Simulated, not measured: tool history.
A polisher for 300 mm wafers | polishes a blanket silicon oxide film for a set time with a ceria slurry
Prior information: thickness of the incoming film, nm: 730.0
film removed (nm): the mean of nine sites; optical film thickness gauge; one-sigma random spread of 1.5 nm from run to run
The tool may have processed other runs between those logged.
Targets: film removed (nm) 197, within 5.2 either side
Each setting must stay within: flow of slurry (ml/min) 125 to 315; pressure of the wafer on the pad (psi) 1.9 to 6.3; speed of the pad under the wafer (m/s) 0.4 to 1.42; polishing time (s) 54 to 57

run	hour	flow of slurry (ml/min)	pressure of the wafer on the pad (psi)	speed of the pad under the wafer (m/s)	polishing time (s)	film removed (nm)
1	0	205	4.1	0.9	54	239.08
2	3.2	200	3.9	0.9	54	234.07
3	7.5	160	3.9	0.9	54	228.48
4	14.6	160	3.9	1	54	254.21
5	22.7	160	3.6	1	54	245.82
6	31.7	160	3.3	1	54	228.33
7	32.8	160	3.1	1	54	220.09
8	40.4	160	3	1	54	220.22
9	45.3	160	2.8	1	54	212.29
10	53.6	160	2.7	1	54	208.48
11	54.8	160	2.6	1	54	203.13

Exercise: of the 4 proposed moves below, exactly one satisfies all targets within the stated allowed misses. Which move is it?
A	56	190	2.1	1	54	?
B	56	155	2.2	0.98	54	?
C	56	155	2.4	1.02	54	?
D	56	160	2.5	0.94	54	?

move	film removed (nm)
A	189.18
B	185.22
C	200.38
D	189.36
A: pushes the last run's worst result past its target
B: pushes the last run's worst result past its target
C: meets every target
D: pushes the last run's worst result past its target
Move C is the one to make.
